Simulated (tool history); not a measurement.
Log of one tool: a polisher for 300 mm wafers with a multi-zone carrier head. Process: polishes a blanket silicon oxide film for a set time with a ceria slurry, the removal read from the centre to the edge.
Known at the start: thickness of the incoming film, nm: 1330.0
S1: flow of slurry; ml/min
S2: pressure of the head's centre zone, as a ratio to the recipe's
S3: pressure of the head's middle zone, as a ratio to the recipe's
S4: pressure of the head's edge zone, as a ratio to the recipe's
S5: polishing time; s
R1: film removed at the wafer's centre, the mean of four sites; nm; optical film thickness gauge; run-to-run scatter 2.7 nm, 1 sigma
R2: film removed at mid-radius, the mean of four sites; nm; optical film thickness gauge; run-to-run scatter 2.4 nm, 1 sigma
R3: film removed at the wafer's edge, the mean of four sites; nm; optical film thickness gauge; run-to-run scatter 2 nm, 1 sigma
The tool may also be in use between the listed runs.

{"run": 1, "day": 0.0, "S1": 225, "S2": 1, "S3": 1, "S4": 1, "S5": 40, "R1": 152.12, "R2": 152.23, "R3": 154.39}
{"run": 2, "day": 0.175, "S1": 230, "S2": 1, "S3": 1.01, "S4": 1.03, "S5": 42, "R1": 163.19, "R2": 158.11, "R3": 165.12}
{"run": 3, "day": 0.288, "S1": 280, "S2": 1, "S3": 1.01, "S4": 1.03, "S5": 42, "R1": 167.66, "R2": 165.16, "R3": 167.53}
{"run": 4, "day": 0.488, "S1": 280, "S2": 0.99, "S3": 1.03, "S4": 1.05, "S5": 44, "R1": 171.7, "R2": 174.5, "R3": 177.14}
{"run": 5, "day": 0.521, "S1": 335, "S2": 0.99, "S3": 1.03, "S4": 1.05, "S5": 44, "R1": 173.25, "R2": 176.84, "R3": 179.27}
{"run": 6, "day": 0.804, "S1": 335, "S2": 0.99, "S3": 1.03, "S4": 1.05, "S5": 37, "R1": 147.51, "R2": 149.37, "R3": 151.96}
{"day": 1.054, "done": "slurry nozzle cleaned"}
{"run": 7, "day": 1.054, "S1": 335, "S2": 0.99, "S3": 1.04, "S4": 1.06, "S5": 40, "R1": 159.92, "R2": 164.59, "R3": 164.28}

For run 8, what comes out?
{"run": 8, "day": 1.304, "S1": 335, "S2": 0.99, "S3": 1.04, "S4": 1.07, "S5": 42, "R1": "?", "R2": "?", "R3": "?"}

{"run 8": {"R1": 171.44, "R2": 170.8, "R3": 174.23}}
